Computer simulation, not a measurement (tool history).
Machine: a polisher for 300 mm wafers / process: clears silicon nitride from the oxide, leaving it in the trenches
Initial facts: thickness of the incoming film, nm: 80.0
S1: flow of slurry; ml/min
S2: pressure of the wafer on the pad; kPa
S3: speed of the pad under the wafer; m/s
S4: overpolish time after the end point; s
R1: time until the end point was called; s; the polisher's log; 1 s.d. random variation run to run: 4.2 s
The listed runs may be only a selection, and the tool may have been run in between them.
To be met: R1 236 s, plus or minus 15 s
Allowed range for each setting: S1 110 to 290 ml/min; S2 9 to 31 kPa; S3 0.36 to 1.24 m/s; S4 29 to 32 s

run	hour	S1	S2	S3	S4	R1
1	0	185	20	0.8	29	110.97
2	2.5	185	17.9	0.8	29	120.9
3	7	165	17.9	0.8	29	119.9
4	15	145	17.9	0.8	29	128.58
5	22.1	145	17.9	0.8	32	123.64
6	25.1	115	17.9	0.8	32	129.5
7	28.4	115	15.9	0.76	32	150
8	35.3	115	14.5	0.72	32	174.68
9	36	115	13.1	0.72	32	198.52
10	44.4	115	12.4	0.72	32	202.03
11	52	115	11.7	0.72	32	212.53

Which single option among these 5 for the next run brings every result within its allowed miss of target? Just one does.
A	59.6	110	9	0.72	32	?
B	59.6	125	9.7	0.64	31	?
C	59.6	160	9	0.72	32	?
D	59.6	115	11	0.7	32	?
E	59.6	110	9.7	0.92	29	?

move	R1
A	281.93
B	287.64
C	268.28
D	236.46
E	209.83
A: takes the biggest miss from the last run beyond its target
B: takes the biggest miss from the last run beyond its target
C: takes the biggest miss from the last run beyond its target
D: all results in spec
E: the biggest miss grows against the last run
Correct choice: D, which meets every target
